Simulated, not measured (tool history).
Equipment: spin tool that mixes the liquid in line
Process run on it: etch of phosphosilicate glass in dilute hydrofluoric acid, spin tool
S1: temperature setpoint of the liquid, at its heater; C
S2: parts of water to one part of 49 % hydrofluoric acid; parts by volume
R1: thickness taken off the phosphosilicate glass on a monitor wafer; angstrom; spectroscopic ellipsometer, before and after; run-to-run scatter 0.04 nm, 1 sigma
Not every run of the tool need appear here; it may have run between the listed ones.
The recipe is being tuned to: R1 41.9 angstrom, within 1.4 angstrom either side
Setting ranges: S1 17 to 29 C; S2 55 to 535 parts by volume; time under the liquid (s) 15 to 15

{"run": 1, "day": 0.0, "S1": 21, "S2": 295, "time under the liquid (s)": 15, "R1": 50.261}
{"run": 2, "day": 0.025, "S1": 24.5, "S2": 295, "time under the liquid (s)": 15, "R1": 56.048}
{"run": 3, "day": 0.288, "S1": 23.5, "S2": 300, "time under the liquid (s)": 15, "R1": 53.355}
{"run": 4, "day": 0.383, "S1": 23.5, "S2": 230, "time under the liquid (s)": 15, "R1": 74.802}
{"run": 5, "day": 0.75, "S1": 23.5, "S2": 230, "time under the liquid (s)": 15, "R1": 75.164}
{"run": 6, "day": 0.996, "S1": 22.5, "S2": 245, "time under the liquid (s)": 15, "R1": 65.813}
{"run": 7, "day": 1.275, "S1": 21.5, "S2": 255, "time under the liquid (s)": 15, "R1": 61.377}
{"run": 8, "day": 1.583, "S1": 21, "S2": 265, "time under the liquid (s)": 15, "R1": 57.592}
{"run": 9, "day": 1.867, "S1": 20.5, "S2": 275, "time under the liquid (s)": 15, "R1": 53.762}

Next run, 5 choices. One meets every target within its allowed miss, the rest don't. Which?
{"run": "A", "day": 2.15, "S1": 19.5, "S2": 225, "time under the liquid (s)": 15, "R1": "?"}
{"run": "B", "day": 2.15, "S1": 21.5, "S2": 220, "time under the liquid (s)": 15, "R1": "?"}
{"run": "C", "day": 2.15, "S1": 20, "S2": 225, "time under the liquid (s)": 15, "R1": "?"}
{"run": "D", "day": 2.15, "S1": 20, "S2": 355, "time under the liquid (s)": 15, "R1": "?"}
{"run": "E", "day": 2.15, "S1": 18.5, "S2": 315, "time under the liquid (s)": 15, "R1": "?"}

move=A R1=66.386
move=B R1=73.597
move=C R1=67.665
move=D R1=38.141
move=E R1=42.127
A: misses by more than the last run did
B: misses by more than the last run did
C: misses by more than the last run did
D: pushes the last run's worst result past its target
E: in spec on every target
Move E is the one to make.
